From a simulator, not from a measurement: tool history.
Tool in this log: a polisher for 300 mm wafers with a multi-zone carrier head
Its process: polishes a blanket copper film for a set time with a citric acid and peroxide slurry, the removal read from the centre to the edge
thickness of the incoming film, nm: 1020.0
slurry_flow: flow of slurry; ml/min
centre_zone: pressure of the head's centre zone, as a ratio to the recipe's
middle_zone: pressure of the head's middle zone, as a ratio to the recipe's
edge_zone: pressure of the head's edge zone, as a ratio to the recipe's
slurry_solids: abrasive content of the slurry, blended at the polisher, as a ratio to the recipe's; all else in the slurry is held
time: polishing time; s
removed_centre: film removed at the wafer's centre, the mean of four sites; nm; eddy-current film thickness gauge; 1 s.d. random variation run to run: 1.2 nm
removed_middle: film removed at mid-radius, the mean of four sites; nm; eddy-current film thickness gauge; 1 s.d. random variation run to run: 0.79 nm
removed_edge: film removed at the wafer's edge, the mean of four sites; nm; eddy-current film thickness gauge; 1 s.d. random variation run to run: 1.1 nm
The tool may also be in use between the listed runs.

run	hour	slurry_flow	centre_zone	middle_zone	edge_zone	slurry_solids	time	removed_centre	removed_middle	removed_edge
1	0.0	155	1.00	1.00	1.00	1.00	73	114.82	114.150	119.210
2	7.4	150	1.00	0.98	0.98	0.90	70	105.15	105.040	110.110
3	11.5	145	1.02	0.95	0.96	0.80	68	100.62	95.124	100.130
4	16.0	180	1.02	0.95	0.96	0.80	68	107.79	99.355	104.100
5	24.9	180	1.02	0.95	0.96	0.70	68	102.19	94.446	101.320
6	30.7	180	1.02	0.95	0.96	0.80	68	108.93	100.990	105.350
7	32.8	170	1.02	0.93	0.94	0.75	68	102.72	96.727	100.780

Run 8 comes next. What will it give?
8	36.0	160	1.03	0.91	0.94	0.70	67	?	?	?

removed_centre: 100.49 nm
removed_middle: 89.997 nm
removed_edge: 96.398 nm
